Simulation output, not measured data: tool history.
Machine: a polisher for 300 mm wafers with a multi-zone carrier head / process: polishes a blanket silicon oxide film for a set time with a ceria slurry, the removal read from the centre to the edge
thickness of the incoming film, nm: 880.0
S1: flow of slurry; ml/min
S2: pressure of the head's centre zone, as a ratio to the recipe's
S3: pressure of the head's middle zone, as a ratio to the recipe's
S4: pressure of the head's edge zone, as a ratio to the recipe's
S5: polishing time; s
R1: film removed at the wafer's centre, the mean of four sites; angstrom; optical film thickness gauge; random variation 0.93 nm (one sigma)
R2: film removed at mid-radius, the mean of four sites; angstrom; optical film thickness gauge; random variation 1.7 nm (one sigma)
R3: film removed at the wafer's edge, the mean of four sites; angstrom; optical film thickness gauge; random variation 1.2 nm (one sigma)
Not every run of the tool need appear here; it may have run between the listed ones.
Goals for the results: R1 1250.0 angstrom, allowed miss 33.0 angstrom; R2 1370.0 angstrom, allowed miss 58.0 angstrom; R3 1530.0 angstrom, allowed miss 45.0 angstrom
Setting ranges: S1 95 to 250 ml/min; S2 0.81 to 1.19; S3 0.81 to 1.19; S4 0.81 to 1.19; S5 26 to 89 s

run,hour,S1,S2,S3,S4,S5,R1,R2,R3
1,0.0,160,1.00,1.00,1.00,57,3032.3,2692.3,2841.0
2,6.0,150,0.98,0.99,1.00,53,2779.2,2435.3,2576.3
3,10.5,150,0.98,0.99,1.00,44,2284.1,2005.3,2165.6
4,14.8,145,0.96,1.00,1.02,42,2147.3,1923.8,2072.1
5,22.2,170,0.96,1.00,1.02,42,2213.3,1981.5,2117.6
6,24.6,170,0.96,1.06,1.02,42,2188.4,2075.0,2115.5
7,30.2,160,0.94,1.06,1.04,40,2014.4,1968.0,2029.9
8,36.4,115,0.84,0.99,1.07,26,1109.6,1146.4,1277.9
9,44.6,125,0.84,1.00,1.09,26,1117.0,1164.9,1320.0
10,51.4,135,0.84,1.01,1.10,26,1153.4,1213.1,1331.9
11,58.4,135,0.84,1.01,1.11,27,1189.2,1255.3,1372.0
12,67.0,135,0.84,1.01,1.12,28,1241.5,1291.3,1429.0
13,70.5,135,0.84,1.01,1.13,28,1241.3,1282.5,1437.4
14,77.0,135,0.84,1.02,1.14,28,1227.8,1292.1,1485.5
15,78.0,135,0.84,1.03,1.14,28,1225.1,1347.5,1454.3
16,80.7,155,0.83,1.02,1.19,29,1307.3,1395.3,1564.6
17,84.9,155,0.83,1.02,1.19,29,1297.6,1393.3,1580.4

Next run, 4 choices. One meets every target within its allowed miss, the rest don't. Which?
A,89.1,165,0.86,1.13,1.13,27,?,?,?
B,89.1,160,0.82,1.04,1.19,28,?,?,?
C,89.1,150,0.81,1.04,1.19,30,?,?,?
D,89.1,135,0.85,0.93,1.17,31,?,?,?

move,R1,R2,R3
A,1264.5,1382.3,1451.4
B,1245.9,1344.5,1542.7
C,1305.0,1426.8,1641.5
D,1385.1,1340.8,1663.5
A: gets the furthest-off result to its target, but another result is out of tolerance
B: all results land within tolerance of their targets
C: lands further from the targets than the last run did
D: lands further from the targets than the last run did
So the answer is move B, the one that meets all the targets.

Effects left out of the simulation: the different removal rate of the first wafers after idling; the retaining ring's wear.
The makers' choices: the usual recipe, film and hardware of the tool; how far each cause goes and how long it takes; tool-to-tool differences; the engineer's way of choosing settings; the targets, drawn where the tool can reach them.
